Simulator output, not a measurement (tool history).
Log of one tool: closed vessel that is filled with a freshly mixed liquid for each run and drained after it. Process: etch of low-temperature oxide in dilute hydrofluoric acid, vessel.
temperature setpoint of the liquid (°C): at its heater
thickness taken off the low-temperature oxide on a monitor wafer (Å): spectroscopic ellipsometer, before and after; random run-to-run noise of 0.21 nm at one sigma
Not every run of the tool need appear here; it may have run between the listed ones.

run	hour	temperature setpoint of the liquid (°C)	parts of water to one part of 49 % hydrofluoric acid (parts by volume)	time in the liquid (s)	thickness taken off the low-temperature oxide on a monitor wafer (Å)
1	0.0	21.0	175	365	172.56
2	7.7	23.0	170	365	189.99
3	15.3	23.0	170	295	152.16
4	24.5	23.0	170	365	188.39
5	31.2	23.0	205	365	150.05
6	35.5	23.0	205	295	123.68
7	42.0	24.5	185	295	145.92
8	51.5	25.0	165	295	173.20
9	59.8	26.0	155	295	191.55
10	65.6	26.5	150	295	202.97

Run 11 is up next; what results do you expect?
11	74.0	29.0	130	295	?

Run 11 came out at thickness taken off the low-temperature oxide on a monitor wafer (Å) 258.82.

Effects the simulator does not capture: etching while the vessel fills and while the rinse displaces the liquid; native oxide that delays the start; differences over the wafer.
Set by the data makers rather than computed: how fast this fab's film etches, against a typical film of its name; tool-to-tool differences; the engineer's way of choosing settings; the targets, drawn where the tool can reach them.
